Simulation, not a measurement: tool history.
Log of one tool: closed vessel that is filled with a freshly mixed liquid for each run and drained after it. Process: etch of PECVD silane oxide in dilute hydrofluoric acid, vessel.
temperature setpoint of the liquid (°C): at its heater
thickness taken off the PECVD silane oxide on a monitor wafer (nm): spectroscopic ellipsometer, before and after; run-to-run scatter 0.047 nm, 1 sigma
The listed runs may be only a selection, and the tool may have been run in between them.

run	hour	temperature setpoint of the liquid (°C)	parts of water to one part of 49 % hydrofluoric acid (parts by volume)	time in the liquid (s)	thickness taken off the PECVD silane oxide on a monitor wafer (nm)
1	0	24	160	95	19.457
2	4.5	24	210	95	14.115
3	11.9	23.5	210	95	13.84
4	15.9	26	210	95	15.191
5	17.2	25.5	210	95	14.857
6	24.7	25	210	95	14.541
7	31.3	25	210	95	14.61
8	39.6	24.5	210	95	14.196

What does the tool deliver on the next run?
9	44.1	24	210	95	?

Logged for run 9: thickness taken off the PECVD silane oxide on a monitor wafer (nm) 14.129.
